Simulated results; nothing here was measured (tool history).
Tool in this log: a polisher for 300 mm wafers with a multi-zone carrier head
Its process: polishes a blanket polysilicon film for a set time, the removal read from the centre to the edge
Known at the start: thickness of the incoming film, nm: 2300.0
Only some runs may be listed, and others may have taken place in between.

run	day	flow of slurry (ml/min)	pressure of the head's centre zone	pressure of the head's middle zone	pressure of the head's edge zone	polishing time (s)	film removed at the wafer's centre (Å)	film removed at mid-radius (Å)	film removed at the wafer's edge (Å)
1	0.000	245	1.00	1.00	1.00	84	8347.2	8076.9	7662.4
2	0.279	245	1.00	1.00	0.97	84	8281.2	8242.9	7493.5
3	0.342	245	1.03	1.00	0.97	84	8512.0	8244.6	7540.1
4	0.679	245	1.03	1.00	0.97	65	6607.0	6323.3	5999.5
5	0.867	245	0.99	1.00	0.97	65	6242.3	6379.3	5852.9
6	0.938	245	0.99	1.00	0.97	85	8264.8	8509.8	7731.9
7	1.179	265	1.03	1.00	0.97	85	8603.5	8496.4	7669.1
8	1.529	260	1.06	0.99	0.97	85	8857.0	8334.3	7742.0

For run 9, what comes out?
9	1.658	260	1.09	0.99	0.96	85	?	?	?

film removed at the wafer's centre (Å): 9030.8
film removed at mid-radius (Å): 8462.9
film removed at the wafer's edge (Å): 7719.5

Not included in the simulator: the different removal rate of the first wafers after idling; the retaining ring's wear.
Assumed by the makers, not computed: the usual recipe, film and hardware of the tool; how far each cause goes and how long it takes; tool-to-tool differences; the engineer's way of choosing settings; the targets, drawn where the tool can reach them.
